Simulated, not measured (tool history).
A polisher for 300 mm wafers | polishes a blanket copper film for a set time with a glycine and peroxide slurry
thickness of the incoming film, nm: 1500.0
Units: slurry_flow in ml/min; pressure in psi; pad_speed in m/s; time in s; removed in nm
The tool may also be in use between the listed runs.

| run | hour | slurry_flow | pressure | pad_speed | time | removed |
|---|---|---|---|---|---|---|
| 1 | 0.0 | 195 | 3.2 | 1.14 | 107 | 687.58 |
| 2 | 8.2 | 195 | 3.7 | 1.16 | 107 | 792.90 |
| 3 | 12.1 | 195 | 3.7 | 1.02 | 107 | 706.70 |
| 4 | 17.7 | 195 | 4.1 | 1.08 | 107 | 791.42 |
| 5 | 18.2 | 195 | 4.3 | 1.14 | 107 | 880.03 |
| 6 | 23.5 | 195 | 4.5 | 1.18 | 107 | 958.60 |

Run 7 comes next. What will it give?
| 7 | 27.6 | 195 | 4.6 | 1.20 | 107 | ? |

removed: 975.30 nm
